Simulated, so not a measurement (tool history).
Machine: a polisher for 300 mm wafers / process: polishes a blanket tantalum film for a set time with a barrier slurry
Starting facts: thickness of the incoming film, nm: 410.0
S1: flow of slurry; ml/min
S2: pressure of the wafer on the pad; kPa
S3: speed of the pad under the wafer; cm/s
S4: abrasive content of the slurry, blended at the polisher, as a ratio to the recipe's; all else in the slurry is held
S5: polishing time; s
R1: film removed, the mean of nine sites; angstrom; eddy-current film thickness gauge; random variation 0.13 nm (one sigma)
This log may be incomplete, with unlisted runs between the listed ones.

{"run": 1, "hour": 0.0, "S1": 200, "S2": 11.7, "S3": 102, "S4": 1.0, "S5": 18, "R1": 223.03}
{"run": 2, "hour": 4.5, "S1": 195, "S2": 11.0, "S3": 102, "S4": 1.0, "S5": 18, "R1": 213.79}
{"run": 3, "hour": 10.6, "S1": 195, "S2": 11.0, "S3": 102, "S4": 1.2, "S5": 18, "R1": 220.89}
{"run": 4, "hour": 19.5, "S1": 195, "S2": 11.0, "S3": 120, "S4": 1.2, "S5": 18, "R1": 261.35}
{"run": 5, "hour": 24.8, "S1": 195, "S2": 11.0, "S3": 120, "S4": 1.2, "S5": 16, "R1": 230.6}
{"run": 6, "hour": 31.9, "S1": 195, "S2": 11.0, "S3": 134, "S4": 1.2, "S5": 16, "R1": 255.3}
{"run": 7, "hour": 36.3, "S1": 195, "S2": 10.3, "S3": 134, "S4": 1.2, "S5": 16, "R1": 245.39}

Run 8, settings as shown, results not yet in. Your forecast:
{"run": 8, "hour": 43.4, "S1": 195, "S2": 9.7, "S3": 134, "S4": 1.2, "S5": 16, "R1": "?"}

{"run 8": {"R1": 230.94}}

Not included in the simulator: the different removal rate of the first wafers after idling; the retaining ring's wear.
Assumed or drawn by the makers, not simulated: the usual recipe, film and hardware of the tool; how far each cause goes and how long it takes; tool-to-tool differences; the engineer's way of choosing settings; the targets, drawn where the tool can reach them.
